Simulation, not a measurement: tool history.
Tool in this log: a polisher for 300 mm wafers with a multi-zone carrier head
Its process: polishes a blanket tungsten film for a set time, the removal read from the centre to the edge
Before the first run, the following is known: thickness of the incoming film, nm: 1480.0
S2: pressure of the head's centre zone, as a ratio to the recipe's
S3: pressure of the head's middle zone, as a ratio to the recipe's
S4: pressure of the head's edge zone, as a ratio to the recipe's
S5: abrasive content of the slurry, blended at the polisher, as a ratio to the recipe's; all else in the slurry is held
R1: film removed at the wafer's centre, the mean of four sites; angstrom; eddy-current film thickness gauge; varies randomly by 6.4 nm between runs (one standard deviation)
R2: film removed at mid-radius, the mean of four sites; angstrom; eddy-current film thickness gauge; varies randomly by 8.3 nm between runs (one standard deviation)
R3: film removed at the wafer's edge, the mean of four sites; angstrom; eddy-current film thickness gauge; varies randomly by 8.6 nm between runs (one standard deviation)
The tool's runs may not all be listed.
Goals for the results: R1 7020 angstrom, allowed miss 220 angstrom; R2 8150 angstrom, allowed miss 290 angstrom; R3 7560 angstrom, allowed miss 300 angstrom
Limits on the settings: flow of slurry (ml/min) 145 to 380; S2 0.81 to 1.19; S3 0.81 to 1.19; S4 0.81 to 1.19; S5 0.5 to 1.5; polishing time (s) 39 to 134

run 1 hour=0 | flow_of_slurry_(ml/min)=245 S2=1 S3=1 S4=1 S5=1 polishing_time_(s)=86 | R1=4963.4 R2=5161.3 R3=4782.6
run 2 hour=4.6 | flow_of_slurry_(ml/min)=245 S2=0.99 S3=1.03 S4=1.05 S5=1.15 polishing_time_(s)=94 | R1=5732.3 R2=5933.7 R3=5651.2
run 3 hour=9.8 | flow_of_slurry_(ml/min)=220 S2=0.99 S3=1.03 S4=1.05 S5=1.15 polishing_time_(s)=94 | R1=5580.3 R2=5989.1 R3=5528
run 4 hour=14.4 | flow_of_slurry_(ml/min)=220 S2=0.99 S3=1.03 S4=1.05 S5=1.15 polishing_time_(s)=77 | R1=4548.4 R2=4841 R3=4549.4
run 5 hour=19.3 | flow_of_slurry_(ml/min)=220 S2=0.97 S3=1.06 S4=1.08 S5=1.25 polishing_time_(s)=88 | R1=5208.8 R2=5784.9 R3=5436.1
run 6 hour=21.4 | flow_of_slurry_(ml/min)=220 S2=0.97 S3=1.03 S4=1.08 S5=1.25 polishing_time_(s)=88 | R1=5295.2 R2=5652.5 R3=5478.7
run 7 hour=27.6 | flow_of_slurry_(ml/min)=225 S2=0.97 S3=1.07 S4=1.11 S5=1.35 polishing_time_(s)=94 | R1=5636.3 R2=6333.2 R3=6020.8
run 8 hour=31.2 | flow_of_slurry_(ml/min)=230 S2=0.98 S3=1.09 S4=1.13 S5=1.4 polishing_time_(s)=99 | R1=6263.2 R2=6769.1 R3=6475.9
run 9 hour=36.3 | flow_of_slurry_(ml/min)=235 S2=0.97 S3=1.12 S4=1.14 S5=1.45 polishing_time_(s)=102 | R1=6460.9 R2=7333.2 R3=6801.8
run 10 hour=43.8 | flow_of_slurry_(ml/min)=245 S2=0.97 S3=1.13 S4=1.16 S5=1.45 polishing_time_(s)=104 | R1=6571.8 R2=7582.7 R3=7026.8
run 11 hour=47.9 | flow_of_slurry_(ml/min)=250 S2=0.97 S3=1.14 S4=1.17 S5=1.45 polishing_time_(s)=105 | R1=6734 R2=7501.1 R3=6980.3
run 12 hour=52.8 | flow_of_slurry_(ml/min)=245 S2=0.96 S3=1.14 S4=1.17 S5=1.45 polishing_time_(s)=107 | R1=6696.5 R2=7781.6 R3=7310.7
run 13 hour=53.9 | flow_of_slurry_(ml/min)=250 S2=0.96 S3=1.15 S4=1.17 S5=1.45 polishing_time_(s)=108 | R1=6726.7 R2=7893.1 R3=7345.6

Which of these 4 next moves meets every target?
run A hour=55 | flow_of_slurry_(ml/min)=275 S2=0.96 S3=1.19 S4=1.03 S5=1.5 polishing_time_(s)=105 | R1=? R2=? R3=?
run B hour=55 | flow_of_slurry_(ml/min)=275 S2=1 S3=1.19 S4=1.12 S5=1.5 polishing_time_(s)=105 | R1=? R2=? R3=?
run C hour=55 | flow_of_slurry_(ml/min)=290 S2=0.96 S3=1.13 S4=1.14 S5=1.3 polishing_time_(s)=114 | R1=? R2=? R3=?
run D hour=55 | flow_of_slurry_(ml/min)=190 S2=0.88 S3=1.17 S4=1.15 S5=1.5 polishing_time_(s)=113 | R1=? R2=? R3=?

move=A R1=6693.6 R2=8125.6 R3=6880.6
move=B R1=6910.7 R2=8123.2 R3=7175
move=C R1=7015 R2=8217.1 R3=7579.6
move=D R1=6352.7 R2=8204 R3=7529.1
A: the biggest miss grows against the last run
B: meets the target for the result that was furthest off, but another lies outside its allowed miss
C: all results in spec
D: the biggest miss grows against the last run
C is the move that brings every result within its allowed miss.
